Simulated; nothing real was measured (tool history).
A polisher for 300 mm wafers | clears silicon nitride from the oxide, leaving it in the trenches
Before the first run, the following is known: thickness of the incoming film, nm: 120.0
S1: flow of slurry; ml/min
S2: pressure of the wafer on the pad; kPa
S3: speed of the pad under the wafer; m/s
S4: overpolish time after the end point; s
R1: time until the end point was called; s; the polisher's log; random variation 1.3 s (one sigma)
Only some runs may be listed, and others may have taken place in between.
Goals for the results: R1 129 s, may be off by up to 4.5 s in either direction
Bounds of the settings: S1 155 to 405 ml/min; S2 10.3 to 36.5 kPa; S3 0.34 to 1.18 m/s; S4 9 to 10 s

| run | hour | S1 | S2 | S3 | S4 | R1 |
|---|---|---|---|---|---|---|
| 1 | 0 | 260 | 23.4 | 0.76 | 10 | 176.9 |
| 2 | 7.4 | 260 | 25.5 | 0.76 | 10 | 163.75 |
| 3 | 12 | 260 | 25.5 | 0.7 | 10 | 174.34 |
| 4 | 17.5 | 260 | 29.6 | 0.7 | 10 | 146.97 |
| 5 | 23.1 | 260 | 30.3 | 0.7 | 10 | 146.95 |
| 6 | 24.6 | 260 | 30.3 | 0.54 | 10 | 177.28 |
| 7 | 28.8 | 260 | 31.7 | 0.56 | 10 | 166.46 |
| 8 | 33.9 | 260 | 33.1 | 0.58 | 10 | 157.68 |
| 9 | 41.8 | 260 | 33.8 | 0.6 | 10 | 146.74 |
| 10 | 44.9 | 265 | 36.5 | 0.6 | 10 | 136.56 |
| 11 | 45.6 | 265 | 36.5 | 0.62 | 10 | 136.45 |

Of the 5 settings listed for the next run, only one would bring every result within its allowed miss of target. Which one?
| A | 46.3 | 320 | 35.2 | 0.6 | 10 | ? |
| B | 46.3 | 210 | 36.5 | 0.68 | 10 | ? |
| C | 46.3 | 275 | 35.9 | 0.56 | 9 | ? |
| D | 46.3 | 340 | 36.5 | 0.58 | 10 | ? |
| E | 46.3 | 260 | 33.8 | 0.64 | 9 | ? |

| move | R1 |
|---|---|
| A | 137.76 |
| B | 127.67 |
| C | 143.75 |
| D | 135.11 |
| E | 139.83 |
A: lands further from the targets than the last run did
B: all results land within tolerance of their targets
C: lands further from the targets than the last run did
D: nearer the targets than the last run, but a result is still out of spec
E: lands further from the targets than the last run did
B is the move that brings every result within its allowed miss.
